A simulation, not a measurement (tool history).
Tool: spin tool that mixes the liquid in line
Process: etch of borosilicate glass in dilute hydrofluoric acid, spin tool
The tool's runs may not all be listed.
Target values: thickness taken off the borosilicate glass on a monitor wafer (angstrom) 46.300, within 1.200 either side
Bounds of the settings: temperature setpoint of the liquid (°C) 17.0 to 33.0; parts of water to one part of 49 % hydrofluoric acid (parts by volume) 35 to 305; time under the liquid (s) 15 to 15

| run | day | temperature setpoint of the liquid (°C) | parts of water to one part of 49 % hydrofluoric acid (parts by volume) | time under the liquid (s) | thickness taken off the borosilicate glass on a monitor wafer (angstrom) |
|---|---|---|---|---|---|
| 1 | 0.000 | 25.0 | 170 | 15 | 30.773 |
| 2 | 0.229 | 26.0 | 165 | 15 | 32.999 |
| 3 | 0.292 | 27.0 | 160 | 15 | 35.682 |
| 4 | 0.408 | 29.5 | 160 | 15 | 39.139 |
| 5 | 0.492 | 30.0 | 160 | 15 | 39.999 |
| 6 | 0.846 | 30.0 | 105 | 15 | 64.275 |
|  | 1.029 | thermometer replaced |
| 7 | 1.029 | 28.5 | 105 | 15 | 66.359 |
| 8 | 1.212 | 27.0 | 105 | 15 | 62.652 |
| 9 | 1.300 | 25.5 | 105 | 15 | 58.811 |
| 10 | 1.579 | 25.5 | 105 | 15 | 58.994 |
| 11 | 1.938 | 24.5 | 105 | 15 | 56.847 |
| 12 | 1.992 | 23.5 | 105 | 15 | 55.187 |
| 13 | 2.200 | 22.5 | 105 | 15 | 52.414 |
| 14 | 2.467 | 22.0 | 105 | 15 | 51.238 |

5 next moves are on the table. One of them brings every result within its allowed miss. Which?
| A | 2.733 | 20.0 | 115 | 15 | ? |
| B | 2.733 | 17.0 | 100 | 15 | ? |
| C | 2.733 | 22.0 | 115 | 15 | ? |
| D | 2.733 | 21.0 | 90 | 15 | ? |
| E | 2.733 | 24.0 | 105 | 15 | ? |

| move | thickness taken off the borosilicate glass on a monitor wafer (angstrom) |
|---|---|
| A | 42.494 |
| B | 43.851 |
| C | 46.061 |
| D | 58.175 |
| E | 55.265 |
A: takes the result that was furthest off past its target
B: takes the result that was furthest off past its target
C: all results in spec
D: further off than the last run
E: further off than the last run
Answer: C
